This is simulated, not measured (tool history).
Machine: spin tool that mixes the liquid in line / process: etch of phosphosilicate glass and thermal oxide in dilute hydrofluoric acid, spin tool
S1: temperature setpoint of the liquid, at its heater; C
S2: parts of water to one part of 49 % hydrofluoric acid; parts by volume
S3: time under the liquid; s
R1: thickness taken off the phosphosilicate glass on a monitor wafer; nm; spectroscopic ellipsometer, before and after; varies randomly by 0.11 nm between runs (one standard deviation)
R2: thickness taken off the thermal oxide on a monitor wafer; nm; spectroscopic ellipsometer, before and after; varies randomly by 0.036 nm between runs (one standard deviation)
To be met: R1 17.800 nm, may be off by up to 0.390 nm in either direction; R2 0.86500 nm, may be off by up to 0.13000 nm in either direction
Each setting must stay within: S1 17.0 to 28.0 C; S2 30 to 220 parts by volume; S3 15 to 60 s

run	hour	S1	S2	S3	R1	R2
1	0.0	20.0	125	30	20.919	1.00560
2	2.0	19.5	125	30	20.586	1.02480
3	4.2	17.5	125	30	18.979	0.91901
4	8.7	17.5	95	30	25.884	1.32570
5	9.8	17.5	100	30	24.188	1.19990
6	13.4	17.5	105	30	22.884	1.04470
7	19.2	17.5	110	30	21.771	1.07440
8	26.6	17.5	115	30	20.977	0.93646

Which single option among these 5 for the next run brings every result within its allowed miss of target? Just one does.
A	34.0	17.0	135	35	?	?
B	34.0	18.0	115	25	?	?
C	34.0	17.0	140	35	?	?
D	34.0	17.0	130	45	?	?
E	34.0	17.0	120	30	?	?

move	R1	R2
A	20.072	0.95216
B	17.905	0.84933
C	19.257	0.91346
D	26.938	1.27790
E	19.659	0.93256
A: nearer than the last run, and not there yet
B: every result lands within tolerance
C: nearer than the last run, and not there yet
D: further off than the last run
E: nearer than the last run, and not there yet
Go with B: it meets all targets.
